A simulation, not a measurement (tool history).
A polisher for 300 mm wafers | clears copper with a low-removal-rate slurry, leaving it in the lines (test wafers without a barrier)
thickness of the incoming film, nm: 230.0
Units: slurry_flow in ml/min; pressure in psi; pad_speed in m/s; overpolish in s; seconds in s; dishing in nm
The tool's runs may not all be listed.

run 1 hour=0 | slurry_flow=190 pressure=2.3 pad_speed=1.08 slurry_solids=1 overpolish=12 | seconds=91.798 dishing=22.627
run 2 hour=3.6 | slurry_flow=190 pressure=2.3 pad_speed=1.08 slurry_solids=1 overpolish=17 | seconds=92.414 dishing=29.934
run 3 hour=7.8 | slurry_flow=195 pressure=2.5 pad_speed=1.08 slurry_solids=1 overpolish=17 | seconds=84.25 dishing=31.282
run 4 hour=16.2 | slurry_flow=195 pressure=2.1 pad_speed=1.08 slurry_solids=1 overpolish=17 | seconds=99.784 dishing=27.901
run 5 hour=25.2 | slurry_flow=195 pressure=2.3 pad_speed=1.08 slurry_solids=1 overpolish=17 | seconds=92.217 dishing=29.989
run 6 hour=32 | slurry_flow=195 pressure=2.3 pad_speed=1.08 slurry_solids=1 overpolish=19 | seconds=90.8 dishing=32.912
run 7 hour=34.2 | slurry_flow=200 pressure=2.5 pad_speed=1.08 slurry_solids=1 overpolish=18 | seconds=82.99 dishing=33.999
run 8 hour=41.2 | slurry_flow=210 pressure=2.6 pad_speed=1.08 slurry_solids=1 overpolish=18 | seconds=78.415 dishing=35.221
run 9 hour=47.6 | slurry_flow=220 pressure=2.7 pad_speed=1.08 slurry_solids=1 overpolish=18 | seconds=76.198 dishing=36.149
run 10 hour=50.4 | slurry_flow=220 pressure=2.8 pad_speed=1.08 slurry_solids=1 overpolish=18 | seconds=74.281 dishing=36.448
run 11 hour=53 | slurry_flow=220 pressure=2.9 pad_speed=1.08 slurry_solids=1 overpolish=18 | seconds=70.825 dishing=38.425
run 12 hour=59 | slurry_flow=220 pressure=3 pad_speed=1.08 slurry_solids=1 overpolish=18 | seconds=68.09 dishing=40.105

The next listed run, before its measurement:
run 13 hour=63.4 | slurry_flow=225 pressure=3 pad_speed=1.08 slurry_solids=1 overpolish=18 | seconds=? dishing=?

seconds: 68.037 s
dishing: 39.943 nm
